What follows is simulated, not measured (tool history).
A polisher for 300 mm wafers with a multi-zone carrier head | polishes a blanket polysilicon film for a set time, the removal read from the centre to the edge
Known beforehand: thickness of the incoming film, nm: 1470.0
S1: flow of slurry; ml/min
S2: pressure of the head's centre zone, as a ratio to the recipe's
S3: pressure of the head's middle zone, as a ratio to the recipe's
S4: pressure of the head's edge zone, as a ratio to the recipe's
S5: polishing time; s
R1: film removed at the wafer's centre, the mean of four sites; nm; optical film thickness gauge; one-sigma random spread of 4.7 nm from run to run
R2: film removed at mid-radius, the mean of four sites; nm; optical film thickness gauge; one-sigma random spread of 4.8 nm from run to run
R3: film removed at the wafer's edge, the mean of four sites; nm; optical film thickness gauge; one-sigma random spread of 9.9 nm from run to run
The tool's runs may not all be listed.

run    day   S1    S2    S3    S4  S5      R1      R2      R3
  1  0.000  230  1.00  1.00  1.00  78  543.19  570.59  569.60
  2  0.275  230  1.00  1.00  1.00  66  459.09  481.63  485.94
  3  0.367  230  1.00  1.00  1.00  48  339.56  349.58  342.16
  4  0.683  230  0.99  1.01  1.03  56  389.86  411.77  407.20
  5  0.946  230  0.98  1.02  1.06  62  422.81  457.21  458.01
  6  1.283  230  0.97  1.03  1.08  67  456.10  493.38  508.73
  7  1.312  235  0.96  1.05  1.10  71  470.19  536.67  540.21
  8  1.354  230  0.96  1.06  1.11  75  504.03  574.84  550.21
  9  1.429  250  0.95  1.06  1.12  78  522.21  597.81  588.50
 10  1.650  245  0.94  1.06  1.13  81  533.01  618.75  621.54
 11  1.721  250  0.93  1.06  1.14  84  544.41  649.78  632.30
 12  1.846  235  0.92  1.05  1.15  87  560.20  658.58  672.59
 13  2.192  230  0.92  1.05  1.16  89  570.41  664.67  705.49
 14  2.475  230  0.92  1.05  1.16  90  571.65  689.57  683.05
 15  2.688  250  0.91  1.05  1.17  91  582.30  696.24  716.77
 16  2.742  255  0.91  1.05  1.17  92  594.24  699.86  715.39
 17  3.058  245  0.91  1.05  1.17  93  594.35  704.13  731.77

Estimate the outcome of run 18 from the log above:
 18  3.258  245  0.91  1.05  1.17  94   ?   ?   ?

R1: 591.20 nm
R2: 712.49 nm
R3: 730.67 nm
